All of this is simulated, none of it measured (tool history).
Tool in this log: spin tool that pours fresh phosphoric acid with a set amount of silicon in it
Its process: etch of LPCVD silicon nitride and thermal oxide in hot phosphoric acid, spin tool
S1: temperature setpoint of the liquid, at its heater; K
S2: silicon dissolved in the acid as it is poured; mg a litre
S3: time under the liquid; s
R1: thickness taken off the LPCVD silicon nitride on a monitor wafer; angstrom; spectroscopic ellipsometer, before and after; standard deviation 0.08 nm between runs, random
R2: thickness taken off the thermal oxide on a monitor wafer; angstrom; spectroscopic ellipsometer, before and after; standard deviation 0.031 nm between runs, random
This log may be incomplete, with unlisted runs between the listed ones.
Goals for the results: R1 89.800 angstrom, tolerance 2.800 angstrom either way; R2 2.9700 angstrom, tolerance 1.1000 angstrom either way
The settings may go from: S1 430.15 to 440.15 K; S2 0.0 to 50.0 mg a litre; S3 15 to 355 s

Run 1, hour 0.0: S1 435.15 K, S2 25.5 mg a litre, S3 180 s. Result: R1 162.870 angstrom, R2 2.8695 angstrom.
Run 2, hour 8.7: S1 434.15 K, S2 19.5 mg a litre, S3 155 s. Result: R1 135.980 angstrom, R2 2.4901 angstrom.
Run 3, hour 13.6: S1 434.15 K, S2 26.0 mg a litre, S3 155 s. Result: R1 136.140 angstrom, R2 2.8024 angstrom.
Run 4, hour 17.7: S1 434.15 K, S2 26.0 mg a litre, S3 95 s. Result: R1 82.370 angstrom, R2 1.2254 angstrom.
Run 5, hour 18.8: S1 433.65 K, S2 18.5 mg a litre, S3 100 s. Result: R1 85.451 angstrom, R2 2.0859 angstrom.
Run 6, hour 21.1: S1 433.65 K, S2 18.5 mg a litre, S3 175 s. Result: R1 149.120 angstrom, R2 3.3873 angstrom.
Run 7, hour 28.1: S1 432.65 K, S2 15.5 mg a litre, S3 160 s. Result: R1 129.960 angstrom, R2 2.8580 angstrom.
Run 8, hour 32.1: S1 432.15 K, S2 11.0 mg a litre, S3 150 s. Result: R1 123.180 angstrom, R2 2.7083 angstrom.
Run 9, hour 37.5: S1 432.65 K, S2 8.0 mg a litre, S3 135 s. Result: R1 111.050 angstrom, R2 3.2497 angstrom.
Run 10, hour 39.7: S1 432.15 K, S2 6.5 mg a litre, S3 130 s. Result: R1 106.840 angstrom, R2 2.5217 angstrom.
Run 11, hour 43.9: S1 432.65 K, S2 4.5 mg a litre, S3 120 s. Result: R1 99.132 angstrom, R2 2.7946 angstrom.
Run 12, hour 46.7: S1 432.65 K, S2 3.0 mg a litre, S3 115 s. Result: R1 95.160 angstrom, R2 2.6003 angstrom.

Below are 5 possible settings for the next run. Only one of them brings all results inside the allowed miss of their targets. Which is it?
Run A, hour 49.5: S1 434.15 K, S2 0.0 mg a litre, S3 95 s. Result: R1 ?, R2 ?.
Run B, hour 49.5: S1 431.15 K, S2 25.0 mg a litre, S3 115 s. Result: R1 ?, R2 ?.
Run C, hour 49.5: S1 433.15 K, S2 1.0 mg a litre, S3 105 s. Result: R1 ?, R2 ?.
Run D, hour 49.5: S1 433.65 K, S2 0.0 mg a litre, S3 100 s. Result: R1 ?, R2 ?.
Run E, hour 49.5: S1 433.65 K, S2 0.0 mg a litre, S3 110 s. Result: R1 ?, R2 ?.

move      R1      R2
   A  82.567  2.2908
   B  90.348  1.2750
   C  88.251  2.3130
   D  85.470  2.3240
   E  94.017  2.5564
A: takes the biggest miss from the last run beyond its target
B: brings the result that was furthest off to its target, and leaves another outside
C: all results in spec
D: takes the biggest miss from the last run beyond its target
E: closes in on the targets versus the last run, not all within tolerance yet
Correct choice: C, which meets every target
